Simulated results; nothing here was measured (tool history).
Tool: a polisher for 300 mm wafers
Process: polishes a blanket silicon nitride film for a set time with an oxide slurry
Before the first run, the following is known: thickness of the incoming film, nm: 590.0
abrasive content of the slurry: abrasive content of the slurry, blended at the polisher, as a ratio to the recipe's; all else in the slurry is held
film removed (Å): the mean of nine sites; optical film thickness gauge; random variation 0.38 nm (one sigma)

run,hour,flow of slurry (ml/min),pressure of the wafer on the pad (kPa),speed of the pad under the wafer (m/s),abrasive content of the slurry,polishing time (s),film removed (Å)
1,0,135,28.3,1.16,1,29,266.4
2,1.9,135,28.3,1.36,1,29,294.08
3,2.8,135,28.3,1.36,0.85,29,274.8
4,9.2,160,28.3,1.36,0.85,29,293.23
5,13.5,170,29.6,1.36,0.85,29,306.26
6,19.5,175,31.7,1.36,0.85,29,327.22
7,24.6,180,33.1,1.36,0.85,29,341.33

The next listed run, before its measurement:
8,33.4,185,34.5,1.36,0.85,29,?

{"run 8": {"film removed (Å)": 346.86}}

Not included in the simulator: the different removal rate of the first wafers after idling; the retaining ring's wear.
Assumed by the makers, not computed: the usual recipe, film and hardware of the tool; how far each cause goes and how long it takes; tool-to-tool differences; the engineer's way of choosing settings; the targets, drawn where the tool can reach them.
